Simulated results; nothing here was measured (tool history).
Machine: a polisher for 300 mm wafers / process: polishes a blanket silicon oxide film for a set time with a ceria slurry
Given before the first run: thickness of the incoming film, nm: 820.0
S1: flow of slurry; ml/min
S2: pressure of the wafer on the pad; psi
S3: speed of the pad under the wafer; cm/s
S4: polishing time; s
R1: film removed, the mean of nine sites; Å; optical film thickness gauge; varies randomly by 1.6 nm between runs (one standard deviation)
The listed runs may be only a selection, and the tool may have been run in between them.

run,hour,S1,S2,S3,S4,R1
1,0.0,310,3.9,92,36,1417.4
2,4.7,310,4.3,92,36,1561.6
3,11.1,310,4.6,92,36,1685.5
4,15.6,310,5.5,92,36,1958.9
# hour 16.6: head pressure recalibrated
5,16.6,310,5.5,84,36,2017.9
6,19.8,310,5.5,70,36,1675.5

Run 7 comes next. What will it give?
7,22.7,315,5.6,76,36,?

For run 7 the tool returned R1 1846.9 Å.

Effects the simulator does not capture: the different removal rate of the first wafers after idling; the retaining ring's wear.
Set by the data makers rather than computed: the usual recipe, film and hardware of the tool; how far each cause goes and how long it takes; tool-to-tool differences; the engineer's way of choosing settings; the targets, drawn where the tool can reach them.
